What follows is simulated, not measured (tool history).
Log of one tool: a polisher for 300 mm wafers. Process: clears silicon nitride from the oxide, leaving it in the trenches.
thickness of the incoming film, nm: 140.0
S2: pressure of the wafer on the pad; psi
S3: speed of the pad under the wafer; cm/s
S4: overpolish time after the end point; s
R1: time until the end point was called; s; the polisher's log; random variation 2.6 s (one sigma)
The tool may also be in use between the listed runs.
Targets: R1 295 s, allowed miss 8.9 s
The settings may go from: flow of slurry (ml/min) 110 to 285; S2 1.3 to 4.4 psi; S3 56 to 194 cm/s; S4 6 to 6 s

run 1 day=0 | flow_of_slurry_(ml/min)=180 S2=2.8 S3=124 S4=6 | R1=145.16
run 2 day=0.25 | flow_of_slurry_(ml/min)=180 S2=3.1 S3=124 S4=6 | R1=134.16
run 3 day=0.612 | flow_of_slurry_(ml/min)=180 S2=3.1 S3=106 S4=6 | R1=152.02
run 4 day=0.962 | flow_of_slurry_(ml/min)=180 S2=3.1 S3=124 S4=6 | R1=132.12
run 5 day=1.292 | flow_of_slurry_(ml/min)=140 S2=3.1 S3=124 S4=6 | R1=136.3
-- day=1.662 head pressure recalibrated
run 6 day=1.662 | flow_of_slurry_(ml/min)=135 S2=2.5 S3=116 S4=6 | R1=192.14
run 7 day=1.729 | flow_of_slurry_(ml/min)=130 S2=2.2 S3=116 S4=6 | R1=215.69
run 8 day=1.788 | flow_of_slurry_(ml/min)=125 S2=2 S3=116 S4=6 | R1=237.03
run 9 day=1.983 | flow_of_slurry_(ml/min)=120 S2=1.4 S3=116 S4=6 | R1=331.62

Which of these 5 next moves meets every target?
run A day=2.179 | flow_of_slurry_(ml/min)=130 S2=1.5 S3=120 S4=6 | R1=?
run B day=2.179 | flow_of_slurry_(ml/min)=120 S2=1.7 S3=80 S4=6 | R1=?
run C day=2.179 | flow_of_slurry_(ml/min)=190 S2=1.3 S3=98 S4=6 | R1=?
run D day=2.179 | flow_of_slurry_(ml/min)=110 S2=1.5 S3=98 S4=6 | R1=?
run E day=2.179 | flow_of_slurry_(ml/min)=120 S2=1.3 S3=114 S4=6 | R1=?

move=A R1=301.18
move=B R1=401.36
move=C R1=395.52
move=D R1=375.29
move=E R1=363.72
A: meets every target
B: further off than the last run
C: further off than the last run
D: further off than the last run
E: further off than the last run
Move A is the one to make.

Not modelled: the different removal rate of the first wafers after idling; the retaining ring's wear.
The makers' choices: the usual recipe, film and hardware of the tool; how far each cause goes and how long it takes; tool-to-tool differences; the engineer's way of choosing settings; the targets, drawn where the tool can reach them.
